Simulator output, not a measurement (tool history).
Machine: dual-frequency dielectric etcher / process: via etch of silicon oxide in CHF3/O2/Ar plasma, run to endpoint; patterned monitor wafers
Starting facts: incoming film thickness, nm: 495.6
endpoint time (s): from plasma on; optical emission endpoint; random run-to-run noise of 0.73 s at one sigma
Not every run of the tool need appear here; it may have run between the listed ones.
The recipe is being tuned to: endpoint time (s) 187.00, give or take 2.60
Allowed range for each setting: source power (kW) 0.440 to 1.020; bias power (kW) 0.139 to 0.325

run  hour  source power (kW)  bias power (kW)  endpoint time (s)
  1   0.0              0.730            0.232             203.54
  2   0.7              0.830            0.232             196.58
  3   7.7              0.830            0.199             212.79
  4  11.3              0.860            0.204             207.14
  5  17.7              0.880            0.208             204.08
  6  20.2              0.900            0.211             202.38
  7  22.2              0.920            0.215             197.44
  8  29.9              0.930            0.216             196.35
  9  34.1              0.940            0.217             195.25
 10  36.4              0.950            0.218             193.85
 11  42.6              0.960            0.219             192.60

4 candidate next runs follow, results not yet known. Just one meets every target within its allowed miss. Identify it.
  A  48.8              1.010            0.224                  ?
  B  48.8              0.980            0.195                  ?
  C  48.8              1.000            0.238                  ?
  D  48.8              0.950            0.250                  ?

move  endpoint time (s)
   A             186.25
   B             203.23
   C             180.82
   D             179.04
A: each result inside its tolerance
B: lands further from the targets than the last run did
C: moves the result that the last run missed by most past its target, out the other side
D: moves the result that the last run missed by most past its target, out the other side
So the answer is move A, the one that meets all the targets.
